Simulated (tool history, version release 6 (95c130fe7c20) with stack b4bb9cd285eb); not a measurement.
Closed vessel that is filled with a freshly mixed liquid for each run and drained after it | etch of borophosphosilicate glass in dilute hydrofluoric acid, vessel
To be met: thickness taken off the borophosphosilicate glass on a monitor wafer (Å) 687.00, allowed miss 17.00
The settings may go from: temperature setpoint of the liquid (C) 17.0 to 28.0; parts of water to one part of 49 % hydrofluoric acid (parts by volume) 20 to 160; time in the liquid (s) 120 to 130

run,hour,temperature setpoint of the liquid (C),parts of water to one part of 49 % hydrofluoric acid (parts by volume),time in the liquid (s),thickness taken off the borophosphosilicate glass on a monitor wafer (Å)
1,0.0,20.0,90,120,520.65
2,6.2,20.0,60,120,814.68
3,7.8,19.5,60,120,792.83
4,13.2,19.0,60,120,783.91
5,19.2,19.0,60,130,838.76
6,23.3,19.0,80,130,625.26
7,29.6,19.5,80,130,627.49
8,37.8,20.0,80,130,645.96
9,42.6,20.5,80,130,657.55

5 next moves are on the table. One of them brings every result within its allowed miss. Which?
A,47.4,17.0,65,125,?
B,47.4,17.0,65,120,?
C,47.4,22.0,85,130,?
D,47.4,23.5,85,120,?
E,47.4,23.5,90,130,?

move,thickness taken off the borophosphosilicate glass on a monitor wafer (Å)
A,684.35
B,656.98
C,658.04
D,645.71
E,656.96
A: meets every target
B: as far off as the last run
C: as far off as the last run
D: further off than the last run
E: as far off as the last run
Move A is the one to make.
